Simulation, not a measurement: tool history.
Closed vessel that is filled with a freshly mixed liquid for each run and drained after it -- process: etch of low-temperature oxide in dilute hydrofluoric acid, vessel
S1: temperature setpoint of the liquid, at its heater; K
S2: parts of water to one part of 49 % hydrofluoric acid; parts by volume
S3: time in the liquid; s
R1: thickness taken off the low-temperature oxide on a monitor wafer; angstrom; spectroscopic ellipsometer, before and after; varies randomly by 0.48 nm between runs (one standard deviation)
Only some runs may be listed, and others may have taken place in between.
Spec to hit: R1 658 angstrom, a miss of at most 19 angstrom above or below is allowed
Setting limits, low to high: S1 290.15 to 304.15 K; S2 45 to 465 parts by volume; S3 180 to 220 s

run	hour	S1	S2	S3	R1
1	0	296.15	255	220	207.59
2	2.5	298.65	195	220	316.83
3	10.4	295.65	195	220	288.16
4	15.9	295.65	195	220	287
5	16.4	298.15	160	220	392.53
6	24.2	301.15	160	220	441.15
7	27.1	302.15	145	220	509.41
8	28.4	304.15	110	220	767.8

Below are 4 possible settings for the next run. Only one of them brings all results inside the allowed miss of their targets. Which is it?
A	29.7	304.15	100	220	?
B	29.7	304.15	90	220	?
C	29.7	302.15	115	215	?
D	29.7	301.65	110	220	?

move	R1
A	845.89
B	953.69
C	653.4
D	690.62
A: misses by more than the last run did
B: misses by more than the last run did
C: meets every target
D: moves toward the targets from the last run without getting all of them in spec
Answer: C

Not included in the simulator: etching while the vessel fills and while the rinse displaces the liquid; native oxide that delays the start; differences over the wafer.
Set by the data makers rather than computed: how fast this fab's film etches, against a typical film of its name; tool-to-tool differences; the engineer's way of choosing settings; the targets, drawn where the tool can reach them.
